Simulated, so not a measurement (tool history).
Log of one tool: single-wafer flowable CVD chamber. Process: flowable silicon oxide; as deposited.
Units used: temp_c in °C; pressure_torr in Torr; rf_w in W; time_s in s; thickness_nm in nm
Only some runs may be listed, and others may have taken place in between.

run,day,temp_c,pressure_torr,rf_w,time_s,thickness_nm
1,0,105,1.01,2125,297,226.03
2,0.133,102,1.01,2125,297,254.73
3,0.192,102,1.01,2125,297,251.98
4,0.308,102,0.91,2125,297,229.78
5,0.571,102,1.03,2125,297,258.14
6,0.738,100,1.03,2125,297,278.96
7,0.979,100,1.03,2125,297,277.17
8,1.325,98,1.03,2125,297,301.35
9,1.371,97,1.03,2125,297,310.61
10,1.646,96,1.03,2125,297,325.36
11,1.975,95,1.03,2125,297,335.92

Expected results for the next run?
12,2.321,89,1.03,2125,297,?

{"run 12": {"thickness_nm": 415.45}}
